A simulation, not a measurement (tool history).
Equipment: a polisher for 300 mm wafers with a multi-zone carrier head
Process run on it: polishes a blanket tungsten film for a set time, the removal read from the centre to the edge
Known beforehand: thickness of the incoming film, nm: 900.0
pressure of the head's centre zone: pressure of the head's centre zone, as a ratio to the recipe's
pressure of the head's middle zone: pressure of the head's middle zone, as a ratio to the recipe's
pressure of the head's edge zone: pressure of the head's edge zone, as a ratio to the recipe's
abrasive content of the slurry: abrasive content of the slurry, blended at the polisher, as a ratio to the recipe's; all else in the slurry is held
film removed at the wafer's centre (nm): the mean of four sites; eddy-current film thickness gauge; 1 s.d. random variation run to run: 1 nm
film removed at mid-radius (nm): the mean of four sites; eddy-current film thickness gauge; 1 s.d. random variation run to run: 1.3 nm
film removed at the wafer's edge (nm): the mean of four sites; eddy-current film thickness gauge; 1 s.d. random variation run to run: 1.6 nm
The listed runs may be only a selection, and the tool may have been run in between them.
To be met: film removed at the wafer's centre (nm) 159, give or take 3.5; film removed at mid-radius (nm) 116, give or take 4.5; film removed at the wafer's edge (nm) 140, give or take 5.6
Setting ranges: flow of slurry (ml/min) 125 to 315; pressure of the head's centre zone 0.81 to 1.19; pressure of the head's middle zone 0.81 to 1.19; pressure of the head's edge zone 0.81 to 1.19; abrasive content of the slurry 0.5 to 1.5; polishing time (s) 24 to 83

| run | hour | flow of slurry (ml/min) | pressure of the head's centre zone | pressure of the head's middle zone | pressure of the head's edge zone | abrasive content of the slurry | polishing time (s) | film removed at the wafer's centre (nm) | film removed at mid-radius (nm) | film removed at the wafer's edge (nm) |
|---|---|---|---|---|---|---|---|---|---|---|
| 1 | 0 | 205 | 1 | 1 | 1 | 1 | 53 | 163.36 | 156.15 | 164.28 |
| 2 | 1.1 | 205 | 1.08 | 1 | 1 | 1 | 53 | 175.38 | 159.55 | 165.53 |
| 3 | 7.8 | 205 | 0.99 | 1 | 1 | 1 | 53 | 163.44 | 156.4 | 167.93 |
| 4 | 13.7 | 205 | 0.99 | 1 | 1 | 0.9 | 53 | 159.96 | 155.93 | 161.94 |
| 5 | 16.8 | 205 | 0.99 | 1 | 1.04 | 0.9 | 53 | 158.41 | 157.13 | 168.49 |
| 6 | 18 | 205 | 1.03 | 1 | 1.04 | 0.9 | 53 | 165.42 | 159.85 | 168.27 |
| 7 | 26.3 | 195 | 1.03 | 0.96 | 1.01 | 0.95 | 52 | 162.96 | 146.2 | 160.34 |
| 8 | 28.4 | 185 | 1.03 | 0.93 | 0.99 | 0.95 | 52 | 158.92 | 144.07 | 160.94 |

Exercise: of the 4 proposed moves below, exactly one satisfies all targets within the stated allowed misses. Which move is it?
| A | 30.5 | 250 | 1.14 | 0.9 | 0.91 | 0.95 | 45 | ? | ? | ? |
| B | 30.5 | 200 | 1.17 | 0.84 | 0.97 | 1.1 | 44 | ? | ? | ? |
| C | 30.5 | 195 | 1.17 | 0.96 | 1 | 1.05 | 45 | ? | ? | ? |
| D | 30.5 | 180 | 1.19 | 0.94 | 0.91 | 1.15 | 41 | ? | ? | ? |

| move | film removed at the wafer's centre (nm) | film removed at mid-radius (nm) | film removed at the wafer's edge (nm) |
|---|---|---|---|
| A | 159.66 | 124.82 | 140.38 |
| B | 158.8 | 114.94 | 141.55 |
| C | 160.6 | 129.8 | 144.81 |
| D | 149 | 116.7 | 127.93 |
A: an improvement on the last run, though not all results are within tolerance
B: each result inside its tolerance
C: an improvement on the last run, though not all results are within tolerance
D: brings the result that was furthest off to its target, and leaves another outside
The move that meets every target is B.
